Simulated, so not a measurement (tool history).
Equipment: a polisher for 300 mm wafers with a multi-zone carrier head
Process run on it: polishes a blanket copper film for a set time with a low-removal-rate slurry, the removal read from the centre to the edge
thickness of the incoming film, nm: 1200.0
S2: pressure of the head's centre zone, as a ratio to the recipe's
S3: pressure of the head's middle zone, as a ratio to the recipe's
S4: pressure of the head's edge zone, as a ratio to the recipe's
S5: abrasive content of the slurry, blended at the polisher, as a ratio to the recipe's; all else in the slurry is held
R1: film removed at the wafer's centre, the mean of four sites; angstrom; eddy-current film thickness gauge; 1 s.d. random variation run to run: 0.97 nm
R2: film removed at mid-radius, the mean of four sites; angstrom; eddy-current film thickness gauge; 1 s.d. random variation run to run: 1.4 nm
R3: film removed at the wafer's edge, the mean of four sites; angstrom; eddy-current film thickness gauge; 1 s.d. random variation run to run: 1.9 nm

Run 1, hour 0: flow of slurry (ml/min) 245, S2 1, S3 1, S4 1, S5 1, polishing time (s) 41. Result: R1 1203.8 angstrom, R2 1243.2 angstrom, R3 1242.4 angstrom.
Run 2, hour 1.8: flow of slurry (ml/min) 245, S2 1, S3 1, S4 1, S5 0.85, polishing time (s) 41. Result: R1 1177.8 angstrom, R2 1173 angstrom, R3 1194.2 angstrom.
Run 3, hour 5.4: flow of slurry (ml/min) 245, S2 1, S3 1, S4 1, S5 0.75, polishing time (s) 41. Result: R1 1123.9 angstrom, R2 1161.6 angstrom, R3 1151.9 angstrom.
Run 4, hour 8.6: flow of slurry (ml/min) 290, S2 1, S3 1, S4 1, S5 0.75, polishing time (s) 41. Result: R1 1167.3 angstrom, R2 1163.7 angstrom, R3 1146.1 angstrom.
Run 5, hour 12.7: flow of slurry (ml/min) 290, S2 1.06, S3 1, S4 1, S5 0.75, polishing time (s) 41. Result: R1 1224.4 angstrom, R2 1179.6 angstrom, R3 1178.2 angstrom.
Run 6, hour 18.9: flow of slurry (ml/min) 290, S2 1.06, S3 1, S4 1, S5 0.55, polishing time (s) 41. Result: R1 1139.3 angstrom, R2 1102.4 angstrom, R3 1107.7 angstrom.
Run 7, hour 26.2: flow of slurry (ml/min) 265, S2 1.05, S3 1.03, S4 1.03, S5 0.65, polishing time (s) 41. Result: R1 1159.3 angstrom, R2 1146.5 angstrom, R3 1140.5 angstrom.
Run 8, hour 29.7: flow of slurry (ml/min) 245, S2 1.02, S3 1.05, S4 1.04, S5 0.8, polishing time (s) 41. Result: R1 1183.9 angstrom, R2 1214.2 angstrom, R3 1182 angstrom.

The next listed run, before its measurement:
Run 9, hour 35.6: flow of slurry (ml/min) 230, S2 1, S3 1.06, S4 1.06, S5 0.95, polishing time (s) 41. Result: R1 ?, R2 ?, R3 ?.

Run 9 gave R1 1185.1 angstrom, R2 1262.6 angstrom, R3 1228.5 angstrom.
